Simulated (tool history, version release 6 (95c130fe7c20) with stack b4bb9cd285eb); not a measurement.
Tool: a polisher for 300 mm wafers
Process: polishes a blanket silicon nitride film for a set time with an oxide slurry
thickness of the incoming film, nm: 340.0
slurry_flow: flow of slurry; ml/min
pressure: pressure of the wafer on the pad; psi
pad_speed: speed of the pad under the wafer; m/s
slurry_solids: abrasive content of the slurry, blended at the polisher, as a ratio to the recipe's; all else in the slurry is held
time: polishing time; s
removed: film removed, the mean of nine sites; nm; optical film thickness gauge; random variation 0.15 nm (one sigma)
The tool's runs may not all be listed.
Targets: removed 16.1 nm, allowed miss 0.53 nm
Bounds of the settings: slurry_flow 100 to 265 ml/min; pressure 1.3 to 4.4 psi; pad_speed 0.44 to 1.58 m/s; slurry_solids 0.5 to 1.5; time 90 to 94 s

run 1 day=0 | slurry_flow=170 pressure=2.8 pad_speed=1 slurry_solids=1 time=90 | removed=38.923
run 2 day=0.338 | slurry_flow=190 pressure=2.8 pad_speed=1 slurry_solids=1 time=90 | removed=38.934
run 3 day=0.412 | slurry_flow=190 pressure=2.4 pad_speed=0.88 slurry_solids=1 time=90 | removed=30.462
run 4 day=0.679 | slurry_flow=190 pressure=3.1 pad_speed=0.88 slurry_solids=1 time=90 | removed=39.361
run 5 day=0.808 | slurry_flow=190 pressure=3.1 pad_speed=0.88 slurry_solids=1.1 time=90 | removed=41.637
run 6 day=1.092 | slurry_flow=190 pressure=3.1 pad_speed=0.72 slurry_solids=1.1 time=90 | removed=34.728
run 7 day=1.321 | slurry_flow=185 pressure=2.6 pad_speed=0.7 slurry_solids=1.1 time=90 | removed=28.935
run 8 day=1.517 | slurry_flow=185 pressure=2.3 pad_speed=0.66 slurry_solids=1.1 time=90 | removed=24.356
run 9 day=1.625 | slurry_flow=180 pressure=2 pad_speed=0.66 slurry_solids=1.1 time=90 | removed=21.089
run 10 day=1.738 | slurry_flow=170 pressure=1.9 pad_speed=0.66 slurry_solids=1.1 time=90 | removed=20.099
run 11 day=1.9 | slurry_flow=160 pressure=1.8 pad_speed=0.66 slurry_solids=1.1 time=90 | removed=19.087
run 12 day=2.125 | slurry_flow=150 pressure=1.7 pad_speed=0.66 slurry_solids=1.1 time=90 | removed=17.32
run 13 day=2.454 | slurry_flow=120 pressure=1.7 pad_speed=0.66 slurry_solids=1.1 time=90 | removed=16.721

5 next moves are on the table. One of them brings every result within its allowed miss. Which?
run A day=2.783 | slurry_flow=135 pressure=1.8 pad_speed=0.6 slurry_solids=1.1 time=92 | removed=?
run B day=2.783 | slurry_flow=125 pressure=1.7 pad_speed=0.62 slurry_solids=1.15 time=90 | removed=?
run C day=2.783 | slurry_flow=120 pressure=2 pad_speed=0.58 slurry_solids=1.05 time=92 | removed=?
run D day=2.783 | slurry_flow=135 pressure=1.4 pad_speed=0.82 slurry_solids=1.1 time=93 | removed=?
run E day=2.783 | slurry_flow=135 pressure=1.9 pad_speed=0.46 slurry_solids=1.2 time=90 | removed=?

move=A removed=16.996
move=B removed=16.178
move=C removed=17.444
move=D removed=17.382
move=E removed=14.673
A: further off than the last run
B: meets every target
C: further off than the last run
D: further off than the last run
E: takes the result that was furthest off past its target
Move B is the one to make.
